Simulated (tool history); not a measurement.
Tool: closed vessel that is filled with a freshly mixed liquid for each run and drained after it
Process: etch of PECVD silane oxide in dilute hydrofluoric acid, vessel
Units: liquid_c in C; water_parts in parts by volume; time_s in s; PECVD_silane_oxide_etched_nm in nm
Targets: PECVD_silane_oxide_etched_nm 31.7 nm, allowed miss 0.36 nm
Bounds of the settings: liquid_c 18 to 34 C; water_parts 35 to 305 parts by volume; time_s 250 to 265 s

| run | hour | liquid_c | water_parts | time_s | PECVD_silane_oxide_etched_nm |
|---|---|---|---|---|---|
| 1 | 0 | 26 | 170 | 250 | 36.114 |
| 2 | 1.8 | 26 | 200 | 250 | 29.561 |
| 3 | 7.3 | 26.5 | 200 | 250 | 29.992 |
| 4 | 12.5 | 27 | 200 | 250 | 30.546 |
| 5 | 19.6 | 30.5 | 200 | 250 | 34.517 |
| 6 | 23.6 | 34 | 200 | 250 | 38.77 |
| 7 | 28 | 32 | 200 | 250 | 36.198 |
| 8 | 32.4 | 30.5 | 200 | 250 | 34.576 |
| 9 | 38.6 | 29.5 | 200 | 250 | 33.379 |
| 10 | 46.3 | 29 | 200 | 250 | 32.729 |
| 11 | 50.3 | 28.5 | 200 | 250 | 32.199 |

4 next moves are on the table. One of them brings every result within its allowed miss. Which?
| A | 54.3 | 28.5 | 205 | 260 | ? |
| B | 54.3 | 29 | 205 | 260 | ? |
| C | 54.3 | 26 | 190 | 265 | ? |
| D | 54.3 | 29.5 | 215 | 260 | ? |

| move | PECVD_silane_oxide_etched_nm |
|---|---|
| A | 32.539 |
| B | 33.105 |
| C | 33.374 |
| D | 31.704 |
A: further off than the last run
B: further off than the last run
C: further off than the last run
D: meets every target
The right move is D.

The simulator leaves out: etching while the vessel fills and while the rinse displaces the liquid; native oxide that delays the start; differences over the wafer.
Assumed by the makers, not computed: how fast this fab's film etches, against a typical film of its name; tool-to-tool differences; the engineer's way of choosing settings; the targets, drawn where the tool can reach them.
